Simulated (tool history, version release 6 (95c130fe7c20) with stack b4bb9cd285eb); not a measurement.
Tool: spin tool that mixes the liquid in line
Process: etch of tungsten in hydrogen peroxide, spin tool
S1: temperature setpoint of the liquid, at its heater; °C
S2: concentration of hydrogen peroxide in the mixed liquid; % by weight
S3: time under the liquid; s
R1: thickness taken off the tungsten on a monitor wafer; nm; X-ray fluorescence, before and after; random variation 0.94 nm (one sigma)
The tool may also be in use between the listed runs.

{"run": 1, "day": 0.0, "S1": 47, "S2": 24.0, "S3": 50, "R1": 132.59}
{"run": 2, "day": 0.204, "S1": 47, "S2": 24.0, "S3": 55, "R1": 144.55}
{"run": 3, "day": 0.425, "S1": 47, "S2": 24.0, "S3": 55, "R1": 145.31}
{"run": 4, "day": 0.708, "S1": 47, "S2": 20.5, "S3": 55, "R1": 133.95}
{"run": 5, "day": 1.071, "S1": 48, "S2": 20.5, "S3": 55, "R1": 143.72}
{"run": 6, "day": 1.254, "S1": 48, "S2": 22.5, "S3": 55, "R1": 148.27}
{"run": 7, "day": 1.496, "S1": 49, "S2": 22.5, "S3": 55, "R1": 158.31}

Forecast run 8:
{"run": 8, "day": 1.871, "S1": 50, "S2": 22.5, "S3": 55, "R1": "?"}

{"run 8": {"R1": 170.24}}

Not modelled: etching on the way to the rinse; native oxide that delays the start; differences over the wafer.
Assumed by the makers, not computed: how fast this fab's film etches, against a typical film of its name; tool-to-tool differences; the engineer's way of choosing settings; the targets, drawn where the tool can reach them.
